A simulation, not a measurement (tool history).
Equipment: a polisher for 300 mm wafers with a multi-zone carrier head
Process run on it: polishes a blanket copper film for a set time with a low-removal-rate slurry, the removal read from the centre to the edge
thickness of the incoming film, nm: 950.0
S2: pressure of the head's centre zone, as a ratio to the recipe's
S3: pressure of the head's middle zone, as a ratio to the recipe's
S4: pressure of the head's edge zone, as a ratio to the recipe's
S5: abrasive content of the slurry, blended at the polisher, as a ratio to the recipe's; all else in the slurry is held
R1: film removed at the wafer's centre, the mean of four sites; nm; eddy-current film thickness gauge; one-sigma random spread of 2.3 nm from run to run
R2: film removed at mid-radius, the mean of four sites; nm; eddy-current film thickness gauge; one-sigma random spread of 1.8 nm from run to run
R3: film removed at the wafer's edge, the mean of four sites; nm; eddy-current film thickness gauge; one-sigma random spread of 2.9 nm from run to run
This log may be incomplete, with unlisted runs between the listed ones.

run 1 hour=0.0 | flow_of_slurry_(ml/min)=320 S2=1.00 S3=1.00 S4=1.00 S5=1.00 polishing_time_(s)=51 | R1=138.49 R2=152.80 R3=152.39
run 2 hour=3.4 | flow_of_slurry_(ml/min)=320 S2=1.01 S3=0.99 S4=1.01 S5=1.05 polishing_time_(s)=52 | R1=145.04 R2=156.59 R3=157.11
run 3 hour=8.4 | flow_of_slurry_(ml/min)=320 S2=1.01 S3=0.98 S4=1.02 S5=1.10 polishing_time_(s)=53 | R1=153.30 R2=161.48 R3=164.63
run 4 hour=15.2 | flow_of_slurry_(ml/min)=320 S2=1.01 S3=0.98 S4=1.02 S5=1.10 polishing_time_(s)=66 | R1=185.21 R2=200.02 R3=197.84
-- hour=17.2 centre zone pressure recalibrated
run 5 hour=17.2 | flow_of_slurry_(ml/min)=320 S2=1.01 S3=0.98 S4=1.07 S5=1.10 polishing_time_(s)=66 | R1=200.47 R2=199.04 R3=208.10
run 6 hour=20.0 | flow_of_slurry_(ml/min)=250 S2=1.01 S3=0.98 S4=1.07 S5=1.10 polishing_time_(s)=66 | R1=191.98 R2=197.14 R3=201.23
run 7 hour=23.6 | flow_of_slurry_(ml/min)=250 S2=1.00 S3=0.97 S4=1.07 S5=1.10 polishing_time_(s)=66 | R1=190.62 R2=189.45 R3=211.41
run 8 hour=32.1 | flow_of_slurry_(ml/min)=250 S2=1.01 S3=0.95 S4=1.05 S5=1.05 polishing_time_(s)=66 | R1=190.92 R2=190.57 R3=201.57

Estimate the outcome of run 9 from the log above:
run 9 hour=41.0 | flow_of_slurry_(ml/min)=250 S2=1.01 S3=0.94 S4=1.05 S5=1.05 polishing_time_(s)=66 | R1=? R2=? R3=?

Logged for run 9: R1 190.40 nm, R2 187.48 nm, R3 204.11 nm.

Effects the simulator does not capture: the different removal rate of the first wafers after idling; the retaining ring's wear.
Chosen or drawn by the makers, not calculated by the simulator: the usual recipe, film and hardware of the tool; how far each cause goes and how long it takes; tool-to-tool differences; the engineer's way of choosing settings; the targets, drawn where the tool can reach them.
